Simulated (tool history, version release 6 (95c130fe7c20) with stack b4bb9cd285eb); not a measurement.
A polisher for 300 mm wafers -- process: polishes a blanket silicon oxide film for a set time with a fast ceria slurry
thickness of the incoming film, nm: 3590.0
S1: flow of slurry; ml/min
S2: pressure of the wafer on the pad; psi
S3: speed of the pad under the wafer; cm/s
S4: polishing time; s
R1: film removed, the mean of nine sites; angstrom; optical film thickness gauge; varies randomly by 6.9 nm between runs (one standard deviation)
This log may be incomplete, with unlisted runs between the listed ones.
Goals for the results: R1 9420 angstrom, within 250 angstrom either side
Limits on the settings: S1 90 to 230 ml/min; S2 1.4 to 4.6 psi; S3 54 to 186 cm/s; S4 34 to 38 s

{"run": 1, "day": 0.0, "S1": 150, "S2": 3, "S3": 118, "S4": 38, "R1": 7104.6}
{"run": 2, "day": 0.225, "S1": 160, "S2": 3.2, "S3": 118, "S4": 38, "R1": 7783.7}
{"run": 3, "day": 0.533, "S1": 160, "S2": 2.7, "S3": 118, "S4": 38, "R1": 6545.7}
{"run": 4, "day": 0.804, "S1": 170, "S2": 3, "S3": 118, "S4": 38, "R1": 7378}
{"run": 5, "day": 1.129, "S1": 180, "S2": 3.2, "S3": 118, "S4": 38, "R1": 7929.3}
{"run": 6, "day": 1.429, "S1": 185, "S2": 3.3, "S3": 118, "S4": 38, "R1": 8128}
{"run": 7, "day": 1.646, "S1": 185, "S2": 3.4, "S3": 118, "S4": 38, "R1": 8398.8}
{"run": 8, "day": 1.75, "S1": 190, "S2": 3.5, "S3": 118, "S4": 38, "R1": 8747.2}

Which single option among these 4 for the next run brings every result within its allowed miss of target? Just one does.
{"run": "A", "day": 1.854, "S1": 195, "S2": 3.7, "S3": 120, "S4": 36, "R1": "?"}
{"run": "B", "day": 1.854, "S1": 180, "S2": 4.5, "S3": 112, "S4": 34, "R1": "?"}
{"run": "C", "day": 1.854, "S1": 205, "S2": 4.2, "S3": 86, "S4": 38, "R1": "?"}
{"run": "D", "day": 1.854, "S1": 230, "S2": 3.8, "S3": 120, "S4": 35, "R1": "?"}

move=A R1=8909.9
move=B R1=9418.5
move=C R1=7771.1
move=D R1=9083
A: nearer than the last run, and not there yet
B: every result lands within tolerance
C: its largest miss is bigger than the last run's
D: nearer than the last run, and not there yet
Go with B: it meets all targets.
